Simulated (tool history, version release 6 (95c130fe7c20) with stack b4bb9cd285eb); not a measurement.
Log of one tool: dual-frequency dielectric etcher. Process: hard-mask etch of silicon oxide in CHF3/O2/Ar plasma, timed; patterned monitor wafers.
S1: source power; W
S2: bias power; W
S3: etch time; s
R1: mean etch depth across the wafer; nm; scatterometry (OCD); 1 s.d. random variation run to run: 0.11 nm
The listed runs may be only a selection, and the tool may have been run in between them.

{"run": 1, "hour": 0.0, "S1": 550, "S2": 121, "S3": 28.5, "R1": 44.242}
{"run": 2, "hour": 1.1, "S1": 600, "S2": 124, "S3": 28.5, "R1": 46.117}
{"run": 3, "hour": 1.7, "S1": 510, "S2": 124, "S3": 28.5, "R1": 43.234}
{"run": 4, "hour": 9.3, "S1": 510, "S2": 124, "S3": 29.5, "R1": 45.111}
{"run": 5, "hour": 17.5, "S1": 550, "S2": 126, "S3": 29.5, "R1": 46.29}
{"run": 6, "hour": 20.1, "S1": 590, "S2": 129, "S3": 29.5, "R1": 47.983}
{"run": 7, "hour": 26.5, "S1": 610, "S2": 131, "S3": 29.5, "R1": 48.639}
{"run": 8, "hour": 31.2, "S1": 630, "S2": 132, "S3": 29.5, "R1": 49.468}
{"run": 9, "hour": 39.1, "S1": 630, "S2": 132, "S3": 29.5, "R1": 49.463}

Estimate the outcome of run 10 from the log above:
{"run": 10, "hour": 46.5, "S1": 640, "S2": 133, "S3": 29.5, "R1": "?"}

{"run 10": {"R1": 49.767}}
